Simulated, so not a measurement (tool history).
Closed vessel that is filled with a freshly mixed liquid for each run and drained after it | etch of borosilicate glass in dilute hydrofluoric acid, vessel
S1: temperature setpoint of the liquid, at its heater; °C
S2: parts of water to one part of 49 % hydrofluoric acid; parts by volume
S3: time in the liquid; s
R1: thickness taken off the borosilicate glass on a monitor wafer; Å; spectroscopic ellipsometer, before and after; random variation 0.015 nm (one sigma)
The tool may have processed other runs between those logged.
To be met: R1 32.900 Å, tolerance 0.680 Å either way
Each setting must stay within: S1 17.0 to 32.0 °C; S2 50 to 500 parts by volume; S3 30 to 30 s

run	hour	S1	S2	S3	R1
1	0.0	24.0	275	30	26.600
2	1.9	24.0	275	30	26.765
3	7.5	25.5	275	30	28.252
4	8.7	22.5	275	30	25.300
5	9.4	24.5	275	30	26.944
6	17.9	24.5	275	30	27.255
7	19.0	26.0	275	30	28.728
8	19.8	26.0	275	30	28.547
9	23.9	27.0	275	30	29.412
10	31.7	28.0	275	30	30.644
11	40.5	28.5	275	30	31.024

Of the 4 settings listed for the next run, only one would bring every result within its allowed miss of target. Which one?
A	49.3	27.5	280	30	?
B	49.3	26.0	265	30	?
C	49.3	29.5	290	30	?
D	49.3	29.0	265	30	?

move	R1
A	29.176
B	29.757
C	29.776
D	32.952
A: moves away from the targets compared with the last run
B: moves away from the targets compared with the last run
C: moves away from the targets compared with the last run
D: in spec on every target
Correct choice: D, which meets every target
